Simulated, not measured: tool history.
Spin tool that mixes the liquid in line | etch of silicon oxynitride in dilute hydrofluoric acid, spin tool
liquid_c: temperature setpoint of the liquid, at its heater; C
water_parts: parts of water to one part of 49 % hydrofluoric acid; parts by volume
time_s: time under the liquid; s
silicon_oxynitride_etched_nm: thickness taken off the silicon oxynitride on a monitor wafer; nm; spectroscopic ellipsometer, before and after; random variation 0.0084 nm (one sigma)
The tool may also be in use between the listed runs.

run 1 hour=0 | liquid_c=23 water_parts=115 time_s=95 | silicon_oxynitride_etched_nm=1.7626
run 2 hour=7.5 | liquid_c=23 water_parts=115 time_s=95 | silicon_oxynitride_etched_nm=1.8001
run 3 hour=14.7 | liquid_c=21.5 water_parts=115 time_s=95 | silicon_oxynitride_etched_nm=1.6733
run 4 hour=15.7 | liquid_c=21 water_parts=120 time_s=95 | silicon_oxynitride_etched_nm=1.5292
run 5 hour=21.9 | liquid_c=21 water_parts=120 time_s=95 | silicon_oxynitride_etched_nm=1.5318
run 6 hour=24.3 | liquid_c=23 water_parts=120 time_s=95 | silicon_oxynitride_etched_nm=1.6733
run 7 hour=32.8 | liquid_c=22 water_parts=125 time_s=95 | silicon_oxynitride_etched_nm=1.5209
run 8 hour=34.3 | liquid_c=21.5 water_parts=130 time_s=95 | silicon_oxynitride_etched_nm=1.4279
run 9 hour=36.6 | liquid_c=21 water_parts=135 time_s=95 | silicon_oxynitride_etched_nm=1.3419
run 10 hour=37.7 | liquid_c=20.5 water_parts=140 time_s=95 | silicon_oxynitride_etched_nm=1.2615
run 11 hour=39.3 | liquid_c=20 water_parts=140 time_s=95 | silicon_oxynitride_etched_nm=1.228
run 12 hour=46.2 | liquid_c=19.5 water_parts=140 time_s=95 | silicon_oxynitride_etched_nm=1.2087
run 13 hour=50.1 | liquid_c=19 water_parts=140 time_s=95 | silicon_oxynitride_etched_nm=1.1817

Run 14 comes next. What will it give?
run 14 hour=51.7 | liquid_c=19 water_parts=140 time_s=95 | silicon_oxynitride_etched_nm=?

Run 14 gave silicon_oxynitride_etched_nm 1.1723 nm.
